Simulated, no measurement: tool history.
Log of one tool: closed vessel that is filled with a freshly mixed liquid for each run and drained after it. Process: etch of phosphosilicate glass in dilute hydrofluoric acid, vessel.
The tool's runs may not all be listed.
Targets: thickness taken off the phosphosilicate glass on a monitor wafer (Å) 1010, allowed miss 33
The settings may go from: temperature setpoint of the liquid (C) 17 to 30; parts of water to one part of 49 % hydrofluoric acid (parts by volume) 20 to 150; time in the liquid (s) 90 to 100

run  hour  temperature setpoint of the liquid (C)  parts of water to one part of 49 % hydrofluoric acid (parts by volume)  time in the liquid (s)  thickness taken off the phosphosilicate glass on a monitor wafer (Å)
  1     0                                      22                                                                      85                      90                                                                775.12
  2   1.6                                    23.5                                                                      85                      90                                                                835.89
  3   2.9                                    23.5                                                                      85                     100                                                                918.51
  4   4.6                                      20                                                                      85                     100                                                                803.44
  5     7                                      20                                                                      85                      90                                                                718.52
  6   9.9                                      20                                                                      85                      90                                                                 718.1
  7  16.9                                      22                                                                      85                      90                                                                772.86
  8  18.5                                      26                                                                      80                      90                                                                 967.1

4 next moves are on the table. One of them brings every result within its allowed miss. Which?
  A  20.1                                      23                                                                      75                      90                                                                     ?
  B  20.1                                    26.5                                                                      75                      95                                                                     ?
  C  20.1                                      25                                                                      70                      90                                                                     ?
  D  20.1                                      26                                                                      85                     100                                                                     ?

move  thickness taken off the phosphosilicate glass on a monitor wafer (Å)
   A                                                                922.72
   B                                                                1120.8
   C                                                                1078.8
   D                                                                1007.1
A: further off than the last run
B: takes the result that was furthest off past its target
C: takes the result that was furthest off past its target
D: meets every target
Move D is the one to make.
